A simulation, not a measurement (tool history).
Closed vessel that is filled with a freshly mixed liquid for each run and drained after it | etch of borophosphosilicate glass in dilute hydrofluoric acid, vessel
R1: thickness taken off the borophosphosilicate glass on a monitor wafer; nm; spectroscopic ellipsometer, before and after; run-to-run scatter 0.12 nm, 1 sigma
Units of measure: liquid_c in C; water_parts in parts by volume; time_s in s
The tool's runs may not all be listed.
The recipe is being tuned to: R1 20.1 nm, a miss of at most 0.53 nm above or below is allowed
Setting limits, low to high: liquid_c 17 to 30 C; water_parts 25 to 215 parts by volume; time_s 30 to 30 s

Run 1, hour 0: liquid_c 22 C, water_parts 120 parts by volume, time_s 30 s. Result: R1 11.373 nm.
Run 2, hour 7.3: liquid_c 22 C, water_parts 85 parts by volume, time_s 30 s. Result: R1 16.593 nm.
Run 3, hour 15.7: liquid_c 22 C, water_parts 85 parts by volume, time_s 30 s. Result: R1 16.579 nm.
Run 4, hour 22.2: liquid_c 22 C, water_parts 85 parts by volume, time_s 30 s. Result: R1 16.663 nm.
Run 5, hour 27.3: liquid_c 22 C, water_parts 85 parts by volume, time_s 30 s. Result: R1 16.548 nm.
Run 6, hour 32.1: liquid_c 22 C, water_parts 55 parts by volume, time_s 30 s. Result: R1 26.843 nm.
Run 7, hour 38: liquid_c 21 C, water_parts 55 parts by volume, time_s 30 s. Result: R1 25.537 nm.
Run 8, hour 42: liquid_c 20.5 C, water_parts 60 parts by volume, time_s 30 s. Result: R1 22.968 nm.
Run 9, hour 47.8: liquid_c 19.5 C, water_parts 60 parts by volume, time_s 30 s. Result: R1 21.98 nm.
Run 10, hour 53.8: liquid_c 19.5 C, water_parts 60 parts by volume, time_s 30 s. Result: R1 21.538 nm.
Run 11, hour 62.8: liquid_c 19.5 C, water_parts 60 parts by volume, time_s 30 s. Result: R1 21.735 nm.
Run 12, hour 66.1: liquid_c 19 C, water_parts 60 parts by volume, time_s 30 s. Result: R1 21.363 nm.
Run 13, hour 73.1: liquid_c 18.5 C, water_parts 60 parts by volume, time_s 30 s. Result: R1 20.964 nm.

5 candidate next runs follow, results not yet known. Just one meets every target within its allowed miss. Identify it.
Run A, hour 80.1: liquid_c 19.5 C, water_parts 70 parts by volume, time_s 30 s. Result: R1 ?.
Run B, hour 80.1: liquid_c 20.5 C, water_parts 70 parts by volume, time_s 30 s. Result: R1 ?.
Run C, hour 80.1: liquid_c 21.5 C, water_parts 75 parts by volume, time_s 30 s. Result: R1 ?.
Run D, hour 80.1: liquid_c 17.5 C, water_parts 65 parts by volume, time_s 30 s. Result: R1 ?.
Run E, hour 80.1: liquid_c 19.5 C, water_parts 65 parts by volume, time_s 30 s. Result: R1 ?.

move      R1
   A   18.48
   B  19.271
   C  18.636
   D  18.384
   E  20.017
A: takes the result that was furthest off past its target
B: takes the result that was furthest off past its target
C: takes the result that was furthest off past its target
D: takes the result that was furthest off past its target
E: in spec on every target
Answer: E
